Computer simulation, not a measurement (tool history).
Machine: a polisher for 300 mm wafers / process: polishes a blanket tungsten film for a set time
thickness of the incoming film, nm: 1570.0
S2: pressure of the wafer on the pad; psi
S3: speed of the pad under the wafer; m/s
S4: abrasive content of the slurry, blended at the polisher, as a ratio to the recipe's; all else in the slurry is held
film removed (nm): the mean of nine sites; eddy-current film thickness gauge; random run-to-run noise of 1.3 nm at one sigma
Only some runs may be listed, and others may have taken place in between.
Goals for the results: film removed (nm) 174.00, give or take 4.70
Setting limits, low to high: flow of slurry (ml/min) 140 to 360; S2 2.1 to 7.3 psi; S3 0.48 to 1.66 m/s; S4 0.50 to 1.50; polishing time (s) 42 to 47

run 1 day=0.000 | flow_of_slurry_(ml/min)=230 S2=4.7 S3=1.06 S4=1.00 polishing_time_(s)=47 | film_removed_(nm)=318.47
run 2 day=0.225 | flow_of_slurry_(ml/min)=230 S2=4.7 S3=1.06 S4=1.00 polishing_time_(s)=47 | film_removed_(nm)=320.38
run 3 day=0.354 | flow_of_slurry_(ml/min)=225 S2=3.9 S3=1.04 S4=1.00 polishing_time_(s)=47 | film_removed_(nm)=264.73
run 4 day=0.642 | flow_of_slurry_(ml/min)=220 S2=3.4 S3=1.02 S4=1.00 polishing_time_(s)=47 | film_removed_(nm)=227.35
run 5 day=0.808 | flow_of_slurry_(ml/min)=220 S2=3.9 S3=1.02 S4=1.00 polishing_time_(s)=47 | film_removed_(nm)=254.58
-- day=0.917 head pressure recalibrated
run 6 day=0.917 | flow_of_slurry_(ml/min)=210 S2=3.4 S3=1.02 S4=1.00 polishing_time_(s)=47 | film_removed_(nm)=247.72
run 7 day=1.292 | flow_of_slurry_(ml/min)=250 S2=3.3 S3=1.02 S4=1.00 polishing_time_(s)=47 | film_removed_(nm)=241.99
run 8 day=1.654 | flow_of_slurry_(ml/min)=230 S2=2.9 S3=1.02 S4=1.00 polishing_time_(s)=47 | film_removed_(nm)=209.72

Of the 4 settings listed for the next run, only one would bring every result within its allowed miss of target. Which one?
run A day=2.017 | flow_of_slurry_(ml/min)=175 S2=2.2 S3=1.14 S4=1.00 polishing_time_(s)=42 | film_removed_(nm)=?
run B day=2.017 | flow_of_slurry_(ml/min)=240 S2=2.4 S3=1.08 S4=1.15 polishing_time_(s)=45 | film_removed_(nm)=?
run C day=2.017 | flow_of_slurry_(ml/min)=185 S2=2.6 S3=1.06 S4=1.05 polishing_time_(s)=42 | film_removed_(nm)=?
run D day=2.017 | flow_of_slurry_(ml/min)=250 S2=2.1 S3=1.24 S4=0.95 polishing_time_(s)=46 | film_removed_(nm)=?

move=A film_removed_(nm)=159.60
move=B film_removed_(nm)=186.89
move=C film_removed_(nm)=176.91
move=D film_removed_(nm)=185.22
A: moves the result that the last run missed by most past its target, out the other side
B: closer than the last run, but not yet in spec
C: every result lands within tolerance
D: closer than the last run, but not yet in spec
Move C is the one to make.

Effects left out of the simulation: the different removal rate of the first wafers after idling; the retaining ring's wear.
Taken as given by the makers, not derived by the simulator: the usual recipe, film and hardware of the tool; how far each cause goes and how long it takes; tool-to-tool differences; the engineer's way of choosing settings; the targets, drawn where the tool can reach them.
